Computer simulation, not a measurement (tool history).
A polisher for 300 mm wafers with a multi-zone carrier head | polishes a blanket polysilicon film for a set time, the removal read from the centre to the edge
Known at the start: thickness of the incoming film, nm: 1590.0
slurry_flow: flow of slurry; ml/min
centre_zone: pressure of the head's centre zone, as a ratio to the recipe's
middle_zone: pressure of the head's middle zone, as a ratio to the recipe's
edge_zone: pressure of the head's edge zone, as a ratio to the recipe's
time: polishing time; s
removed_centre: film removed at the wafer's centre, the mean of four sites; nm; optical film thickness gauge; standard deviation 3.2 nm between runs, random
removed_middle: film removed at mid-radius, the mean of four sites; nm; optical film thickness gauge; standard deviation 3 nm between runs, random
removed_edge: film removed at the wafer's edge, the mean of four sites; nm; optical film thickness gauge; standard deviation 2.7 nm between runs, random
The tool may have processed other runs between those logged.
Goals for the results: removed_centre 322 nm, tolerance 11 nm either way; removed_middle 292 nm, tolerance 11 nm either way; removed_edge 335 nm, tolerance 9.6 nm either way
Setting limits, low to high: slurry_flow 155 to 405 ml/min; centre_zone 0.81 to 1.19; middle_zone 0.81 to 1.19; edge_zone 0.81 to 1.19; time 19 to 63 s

| run | hour | slurry_flow | centre_zone | middle_zone | edge_zone | time | removed_centre | removed_middle | removed_edge |
|---|---|---|---|---|---|---|---|---|---|
| 1 | 0 | 260 | 1 | 1 | 1 | 41 | 345.32 | 338.78 | 334.35 |
| 2 | 2.6 | 260 | 1 | 1 | 0.94 | 41 | 342.72 | 337.89 | 330.04 |
| 3 | 10.5 | 205 | 1 | 1 | 0.94 | 41 | 334.49 | 330.28 | 324.54 |
| 4 | 11.8 | 205 | 1 | 1 | 0.94 | 45 | 371.74 | 355.64 | 352.69 |
| 5 | 13.9 | 205 | 1.07 | 1 | 0.94 | 45 | 388.35 | 362.71 | 353.57 |
| 6 | 19.8 | 200 | 1.02 | 0.96 | 0.94 | 44 | 362.96 | 335.79 | 340.68 |
| 7 | 27.3 | 190 | 0.98 | 0.93 | 0.96 | 44 | 348.78 | 328.81 | 343.22 |
| 8 | 30 | 185 | 0.96 | 0.9 | 0.97 | 44 | 340.75 | 316.55 | 347.68 |

Consider the 5 candidate settings below. Which is the only one whose results all fall within their allowed miss of target?
| A | 32.7 | 155 | 0.81 | 0.81 | 0.9 | 50 | ? | ? | ? |
| B | 32.7 | 185 | 0.94 | 0.85 | 0.98 | 42 | ? | ? | ? |
| C | 32.7 | 240 | 1.07 | 0.91 | 1.05 | 42 | ? | ? | ? |
| D | 32.7 | 210 | 0.95 | 1 | 0.94 | 43 | ? | ? | ? |
| E | 32.7 | 215 | 0.9 | 1.07 | 0.99 | 40 | ? | ? | ? |

| move | removed_centre | removed_middle | removed_edge |
|---|---|---|---|
| A | 326.92 | 323.49 | 374.92 |
| B | 320.9 | 291.8 | 333.27 |
| C | 372.44 | 320.42 | 352.34 |
| D | 339.15 | 348.89 | 339.81 |
| E | 303.3 | 344.94 | 323.24 |
A: further off than the last run
B: all results in spec
C: further off than the last run
D: further off than the last run
E: further off than the last run
The right move is B.

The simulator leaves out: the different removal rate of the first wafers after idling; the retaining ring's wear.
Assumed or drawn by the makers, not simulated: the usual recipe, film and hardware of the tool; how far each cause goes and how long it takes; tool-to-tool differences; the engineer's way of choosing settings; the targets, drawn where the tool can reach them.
